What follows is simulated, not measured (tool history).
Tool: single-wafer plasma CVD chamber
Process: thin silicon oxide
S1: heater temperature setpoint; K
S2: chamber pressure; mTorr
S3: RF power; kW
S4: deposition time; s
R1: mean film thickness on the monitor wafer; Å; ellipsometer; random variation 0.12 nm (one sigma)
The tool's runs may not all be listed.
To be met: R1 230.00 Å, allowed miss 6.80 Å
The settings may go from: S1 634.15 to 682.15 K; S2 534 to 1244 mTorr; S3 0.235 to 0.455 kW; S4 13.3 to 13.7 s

run	hour	S1	S2	S3	S4	R1
1	0.0	658.15	889	0.345	13.3	273.82
2	4.7	658.15	889	0.385	13.3	288.48
3	12.3	658.15	947	0.385	13.3	301.35
4	19.8	658.15	947	0.385	13.7	310.36
5	27.8	658.15	871	0.380	13.7	286.45
6	30.5	658.15	871	0.380	13.7	286.27
7	39.2	658.15	693	0.365	13.6	221.67
8	40.1	658.15	700	0.365	13.6	221.91

5 next moves are on the table. One of them brings every result within its allowed miss. Which?
A	41.0	649.15	727	0.285	13.7	?
B	41.0	654.15	700	0.360	13.5	?
C	41.0	656.15	659	0.390	13.3	?
D	41.0	651.15	717	0.360	13.7	?
E	41.0	650.15	673	0.390	13.3	?

move	R1
A	211.92
B	221.92
C	209.89
D	231.90
E	216.15
A: further off than the last run
B: as far off as the last run
C: further off than the last run
D: meets every target
E: further off than the last run
Answer: D
